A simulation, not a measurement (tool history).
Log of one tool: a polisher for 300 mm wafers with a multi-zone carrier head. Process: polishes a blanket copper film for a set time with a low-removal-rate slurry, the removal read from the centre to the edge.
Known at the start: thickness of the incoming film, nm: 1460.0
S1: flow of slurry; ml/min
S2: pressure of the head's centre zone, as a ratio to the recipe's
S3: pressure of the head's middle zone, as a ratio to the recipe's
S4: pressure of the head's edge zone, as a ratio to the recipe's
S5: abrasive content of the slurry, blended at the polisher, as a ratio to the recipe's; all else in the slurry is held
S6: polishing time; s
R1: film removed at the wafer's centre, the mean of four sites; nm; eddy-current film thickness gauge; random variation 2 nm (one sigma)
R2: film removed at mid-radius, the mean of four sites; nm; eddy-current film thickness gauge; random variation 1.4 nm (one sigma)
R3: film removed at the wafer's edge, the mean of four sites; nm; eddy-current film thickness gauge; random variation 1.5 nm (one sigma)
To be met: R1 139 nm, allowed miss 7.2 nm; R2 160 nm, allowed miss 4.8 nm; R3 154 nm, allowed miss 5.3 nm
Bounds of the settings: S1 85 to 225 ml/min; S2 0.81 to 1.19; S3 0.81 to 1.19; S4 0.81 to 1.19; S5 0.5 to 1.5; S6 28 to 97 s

| run | day | S1 | S2 | S3 | S4 | S5 | S6 | R1 | R2 | R3 |
|---|---|---|---|---|---|---|---|---|---|---|
| 1 | 0 | 145 | 1 | 1 | 1 | 1 | 62 | 184.82 | 188.63 | 187.83 |
| 2 | 0.35 | 140 | 0.98 | 1 | 0.98 | 0.95 | 62 | 183.02 | 187.69 | 187.03 |
| 3 | 0.708 | 140 | 0.96 | 1.01 | 0.98 | 0.9 | 61 | 169.59 | 183.11 | 185.54 |
| 4 | 0.833 | 140 | 0.96 | 1.02 | 0.97 | 0.85 | 60 | 166.03 | 182.68 | 176.38 |
|  | 1.138 | slurry nozzle cleaned |
| 5 | 1.138 | 140 | 0.96 | 1.02 | 0.93 | 0.85 | 60 | 176.4 | 182.59 | 177.72 |
| 6 | 1.383 | 175 | 0.96 | 1.02 | 0.93 | 0.85 | 60 | 179.62 | 189.3 | 178.9 |
| 7 | 1.654 | 175 | 0.95 | 1.02 | 0.93 | 0.8 | 59 | 172.47 | 189.17 | 179.45 |
| 8 | 1.912 | 170 | 0.94 | 1.02 | 0.92 | 0.75 | 58 | 171.38 | 180.68 | 170.4 |
| 9 | 2.017 | 165 | 0.92 | 1.02 | 0.92 | 0.7 | 58 | 154.84 | 177.14 | 165.24 |
| 10 | 2.212 | 160 | 0.92 | 1.02 | 0.92 | 0.7 | 58 | 162.72 | 178.66 | 167.19 |
| 11 | 2.383 | 155 | 0.91 | 1.01 | 0.92 | 0.65 | 58 | 154.03 | 173.92 | 166.33 |
| 12 | 2.588 | 150 | 0.91 | 1.01 | 0.91 | 0.65 | 58 | 154.86 | 169.48 | 167.11 |

5 next moves are on the table. One of them brings every result within its allowed miss. Which?
| A | 2.792 | 175 | 1.01 | 0.96 | 0.84 | 0.5 | 54 | ? | ? | ? |
| B | 2.792 | 135 | 0.9 | 0.96 | 0.95 | 0.7 | 53 | ? | ? | ? |
| C | 2.792 | 120 | 0.91 | 1.06 | 0.97 | 0.7 | 54 | ? | ? | ? |
| D | 2.792 | 130 | 0.88 | 0.98 | 1.02 | 0.6 | 56 | ? | ? | ? |
| E | 2.792 | 140 | 1 | 1.13 | 0.82 | 1 | 56 | ? | ? | ? |

| move | R1 | R2 | R3 |
|---|---|---|---|
| A | 160.21 | 151.17 | 142.58 |
| B | 140.74 | 149.91 | 150.97 |
| C | 142.34 | 159.33 | 153.38 |
| D | 141.49 | 156.15 | 160.96 |
| E | 175.7 | 185.34 | 157.79 |
A: takes the result that was furthest off past its target
B: brings the result that was furthest off to its target, and leaves another outside
C: meets every target
D: nearer than the last run, and not there yet
E: brings the result that was furthest off to its target, and leaves another outside
Answer: C

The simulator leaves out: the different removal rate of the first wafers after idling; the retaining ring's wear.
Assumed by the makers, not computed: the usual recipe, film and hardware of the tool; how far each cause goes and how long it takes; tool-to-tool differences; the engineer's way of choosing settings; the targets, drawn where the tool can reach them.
